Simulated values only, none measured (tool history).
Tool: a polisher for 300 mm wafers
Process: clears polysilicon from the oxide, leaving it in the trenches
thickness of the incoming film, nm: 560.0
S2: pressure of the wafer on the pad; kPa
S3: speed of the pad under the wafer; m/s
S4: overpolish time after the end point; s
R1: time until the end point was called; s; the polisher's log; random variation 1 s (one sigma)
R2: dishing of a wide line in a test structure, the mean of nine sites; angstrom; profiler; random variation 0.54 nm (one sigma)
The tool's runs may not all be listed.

Run 1, day 0: flow of slurry (ml/min) 130, S2 14.5 kPa, S3 1.16 m/s, S4 13 s. Result: R1 41.207 s, R2 634.73 angstrom.
Run 2, day 0.333: flow of slurry (ml/min) 130, S2 14.5 kPa, S3 1.16 m/s, S4 10 s. Result: R1 41.242 s, R2 577.17 angstrom.
Run 3, day 0.571: flow of slurry (ml/min) 130, S2 13.8 kPa, S3 1.14 m/s, S4 9 s. Result: R1 45.547 s, R2 551.87 angstrom.
Run 4, day 0.746: flow of slurry (ml/min) 135, S2 13.1 kPa, S3 1.14 m/s, S4 8 s. Result: R1 47.291 s, R2 524.56 angstrom.
Run 5, day 0.862: flow of slurry (ml/min) 145, S2 12.4 kPa, S3 1.12 m/s, S4 7 s. Result: R1 49.711 s, R2 468.47 angstrom.
Run 6, day 0.992: flow of slurry (ml/min) 150, S2 11.7 kPa, S3 1.1 m/s, S4 7 s. Result: R1 52.564 s, R2 454.95 angstrom.
Run 7, day 1.292: flow of slurry (ml/min) 155, S2 11 kPa, S3 1.08 m/s, S4 7 s. Result: R1 57.88 s, R2 425.9 angstrom.
Run 8, day 1.417: flow of slurry (ml/min) 160, S2 10.3 kPa, S3 1.08 m/s, S4 7 s. Result: R1 60.685 s, R2 425.23 angstrom.
Run 9, day 1.767: flow of slurry (ml/min) 165, S2 9.7 kPa, S3 1.08 m/s, S4 7 s. Result: R1 63.199 s, R2 406.1 angstrom.
Run 10, day 1.792: flow of slurry (ml/min) 165, S2 9.7 kPa, S3 1.08 m/s, S4 7 s. Result: R1 63.178 s, R2 405.03 angstrom.
Run 11, day 1.929: flow of slurry (ml/min) 170, S2 9 kPa, S3 1.08 m/s, S4 7 s. Result: R1 68.53 s, R2 390.8 angstrom.
Run 12, day 2.283: flow of slurry (ml/min) 175, S2 9 kPa, S3 1.08 m/s, S4 7 s. Result: R1 68.545 s, R2 386.3 angstrom.
Run 13, day 2.654: flow of slurry (ml/min) 180, S2 9 kPa, S3 1.1 m/s, S4 7 s. Result: R1 66.767 s, R2 376.38 angstrom.
Run 14, day 2.821: flow of slurry (ml/min) 180, S2 9 kPa, S3 1.1 m/s, S4 7 s. Result: R1 68.238 s, R2 399.61 angstrom.
Run 15, day 2.917: flow of slurry (ml/min) 165, S2 9 kPa, S3 1.08 m/s, S4 7 s. Result: R1 71.299 s, R2 393.54 angstrom.
Run 16, day 3.112: flow of slurry (ml/min) 170, S2 9 kPa, S3 1.06 m/s, S4 7 s. Result: R1 71.751 s, R2 384.26 angstrom.
Run 17, day 3.292: flow of slurry (ml/min) 175, S2 9 kPa, S3 1.06 m/s, S4 7 s. Result: R1 71.079 s, R2 402.64 angstrom.

The next listed run, before its measurement:
Run 18, day 3.346: flow of slurry (ml/min) 160, S2 9 kPa, S3 1.08 m/s, S4 7 s. Result: R1 ?, R2 ?.

Run 18 gave R1 68.411 s, R2 400.75 angstrom.
